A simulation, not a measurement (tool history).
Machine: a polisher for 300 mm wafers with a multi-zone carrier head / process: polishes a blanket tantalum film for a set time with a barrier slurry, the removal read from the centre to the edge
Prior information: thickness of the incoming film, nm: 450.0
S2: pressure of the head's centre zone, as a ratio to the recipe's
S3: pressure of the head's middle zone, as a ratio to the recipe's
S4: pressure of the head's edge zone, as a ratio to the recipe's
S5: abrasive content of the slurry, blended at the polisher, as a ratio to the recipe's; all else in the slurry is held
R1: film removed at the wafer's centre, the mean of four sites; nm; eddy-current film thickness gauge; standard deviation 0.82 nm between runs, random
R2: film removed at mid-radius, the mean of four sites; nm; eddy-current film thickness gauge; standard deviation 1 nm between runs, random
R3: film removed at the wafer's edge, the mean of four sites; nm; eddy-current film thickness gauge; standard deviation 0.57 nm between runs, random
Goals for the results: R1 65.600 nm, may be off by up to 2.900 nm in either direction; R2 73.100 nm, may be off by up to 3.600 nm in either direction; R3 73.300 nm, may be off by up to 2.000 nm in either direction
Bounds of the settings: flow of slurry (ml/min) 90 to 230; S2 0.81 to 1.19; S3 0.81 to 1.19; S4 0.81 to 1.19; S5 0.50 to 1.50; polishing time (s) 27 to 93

Run 1, day 0.000: flow of slurry (ml/min) 150, S2 1.00, S3 1.00, S4 1.00, S5 1.00, polishing time (s) 59. Result: R1 114.120 nm, R2 116.680 nm, R3 118.060 nm.
Run 2, day 0.121: flow of slurry (ml/min) 145, S2 0.98, S3 0.99, S4 0.98, S5 0.90, polishing time (s) 56. Result: R1 105.100 nm, R2 106.830 nm, R3 107.230 nm.
Run 3, day 0.212: flow of slurry (ml/min) 145, S2 0.98, S3 1.06, S4 0.98, S5 0.90, polishing time (s) 56. Result: R1 102.640 nm, R2 112.220 nm, R3 106.710 nm.
Run 4, day 0.529: flow of slurry (ml/min) 145, S2 0.98, S3 1.15, S4 0.98, S5 0.90, polishing time (s) 56. Result: R1 101.780 nm, R2 121.910 nm, R3 106.090 nm.
Run 5, day 0.867: flow of slurry (ml/min) 145, S2 1.06, S3 1.15, S4 0.98, S5 0.90, polishing time (s) 56. Result: R1 110.380 nm, R2 120.400 nm, R3 107.350 nm.
Run 6, day 1.083: flow of slurry (ml/min) 145, S2 1.06, S3 1.19, S4 0.98, S5 0.90, polishing time (s) 56. Result: R1 112.810 nm, R2 127.700 nm, R3 108.410 nm.
Run 7, day 1.358: flow of slurry (ml/min) 140, S2 1.02, S3 1.14, S4 0.96, S5 0.80, polishing time (s) 54. Result: R1 100.390 nm, R2 114.880 nm, R3 100.800 nm.
Run 8, day 1.542: flow of slurry (ml/min) 135, S2 1.00, S3 1.10, S4 0.96, S5 0.75, polishing time (s) 51. Result: R1 92.762 nm, R2 99.613 nm, R3 94.138 nm.
Run 9, day 1.654: flow of slurry (ml/min) 110, S2 0.90, S3 1.07, S4 0.87, S5 0.50, polishing time (s) 42. Result: R1 58.221 nm, R2 71.141 nm, R3 64.239 nm.
Run 10, day 1.812: flow of slurry (ml/min) 120, S2 0.90, S3 1.06, S4 0.90, S5 0.50, polishing time (s) 42. Result: R1 59.724 nm, R2 70.515 nm, R3 65.295 nm.
Run 11, day 2.008: flow of slurry (ml/min) 155, S2 0.88, S3 1.04, S4 1.00, S5 0.65, polishing time (s) 42. Result: R1 65.857 nm, R2 80.012 nm, R3 76.924 nm.
Run 12, day 2.046: flow of slurry (ml/min) 150, S2 0.89, S3 1.03, S4 0.99, S5 0.65, polishing time (s) 42. Result: R1 65.405 nm, R2 79.971 nm, R3 75.969 nm.
Run 13, day 2.088: flow of slurry (ml/min) 145, S2 0.90, S3 1.02, S4 0.98, S5 0.65, polishing time (s) 42. Result: R1 65.609 nm, R2 77.164 nm, R3 75.241 nm.

Below are 4 possible settings for the next run. Only one of them brings all results inside the allowed miss of their targets. Which is it?
Run A, day 2.129: flow of slurry (ml/min) 155, S2 0.93, S3 1.01, S4 1.04, S5 0.55, polishing time (s) 41. Result: R1 ?, R2 ?, R3 ?.
Run B, day 2.129: flow of slurry (ml/min) 185, S2 0.84, S3 1.19, S4 0.96, S5 0.50, polishing time (s) 39. Result: R1 ?, R2 ?, R3 ?.
Run C, day 2.129: flow of slurry (ml/min) 160, S2 0.83, S3 1.12, S4 0.98, S5 0.80, polishing time (s) 39. Result: R1 ?, R2 ?, R3 ?.
Run D, day 2.129: flow of slurry (ml/min) 145, S2 0.92, S3 1.02, S4 0.92, S5 0.65, polishing time (s) 40. Result: R1 ?, R2 ?, R3 ?.

move      R1      R2      R3
   A  65.893  72.237  74.176
   B  57.443  79.930  67.842
   C  61.087  81.952  74.585
   D  64.973  72.751  70.106
A: every result within its allowed miss
B: lands further from the targets than the last run did
C: lands further from the targets than the last run did
D: brings the last run's worst result on target, with another outside its allowed miss
A meets every target.
